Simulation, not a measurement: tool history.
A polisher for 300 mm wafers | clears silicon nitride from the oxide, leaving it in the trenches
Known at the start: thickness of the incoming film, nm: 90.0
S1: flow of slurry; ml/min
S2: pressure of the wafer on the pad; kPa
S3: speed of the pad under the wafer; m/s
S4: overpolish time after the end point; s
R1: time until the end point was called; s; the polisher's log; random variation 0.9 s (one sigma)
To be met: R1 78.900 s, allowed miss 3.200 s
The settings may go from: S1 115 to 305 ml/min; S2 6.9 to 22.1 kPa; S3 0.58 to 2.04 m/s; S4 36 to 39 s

{"run": 1, "hour": 0.0, "S1": 195, "S2": 14.5, "S3": 1.3, "S4": 36, "R1": 107.24}
{"run": 2, "hour": 6.9, "S1": 195, "S2": 15.2, "S3": 1.3, "S4": 36, "R1": 101.04}
{"run": 3, "hour": 7.5, "S1": 195, "S2": 15.9, "S3": 1.3, "S4": 36, "R1": 100.47}
{"run": 4, "hour": 9.0, "S1": 195, "S2": 15.9, "S3": 1.18, "S4": 36, "R1": 107.67}
{"run": 5, "hour": 10.5, "S1": 195, "S2": 16.5, "S3": 1.18, "S4": 36, "R1": 105.45}
{"run": 6, "hour": 15.5, "S1": 195, "S2": 16.5, "S3": 1.18, "S4": 36, "R1": 106.31}
{"run": 7, "hour": 17.4, "S1": 195, "S2": 17.9, "S3": 1.18, "S4": 36, "R1": 97.556}
{"run": 8, "hour": 22.7, "S1": 195, "S2": 18.6, "S3": 1.18, "S4": 36, "R1": 93.548}
{"run": 9, "hour": 27.7, "S1": 195, "S2": 19.3, "S3": 1.18, "S4": 36, "R1": 88.295}
{"run": 10, "hour": 32.1, "S1": 200, "S2": 20.0, "S3": 1.18, "S4": 36, "R1": 86.348}
{"run": 11, "hour": 36.8, "S1": 200, "S2": 20.7, "S3": 1.18, "S4": 36, "R1": 82.796}

Which of these 5 next moves meets every target?
{"run": "A", "hour": 41.5, "S1": 170, "S2": 22.1, "S3": 1.08, "S4": 36, "R1": "?"}
{"run": "B", "hour": 41.5, "S1": 255, "S2": 15.9, "S3": 1.38, "S4": 39, "R1": "?"}
{"run": "C", "hour": 41.5, "S1": 175, "S2": 18.6, "S3": 1.4, "S4": 39, "R1": "?"}
{"run": "D", "hour": 41.5, "S1": 250, "S2": 21.4, "S3": 1.04, "S4": 36, "R1": "?"}
{"run": "E", "hour": 41.5, "S1": 195, "S2": 20.7, "S3": 1.12, "S4": 36, "R1": "?"}

move=A R1=87.575
move=B R1=90.455
move=C R1=80.556
move=D R1=88.853
move=E R1=88.272
A: further off than the last run
B: further off than the last run
C: meets every target
D: further off than the last run
E: further off than the last run
Move C is the one to make.

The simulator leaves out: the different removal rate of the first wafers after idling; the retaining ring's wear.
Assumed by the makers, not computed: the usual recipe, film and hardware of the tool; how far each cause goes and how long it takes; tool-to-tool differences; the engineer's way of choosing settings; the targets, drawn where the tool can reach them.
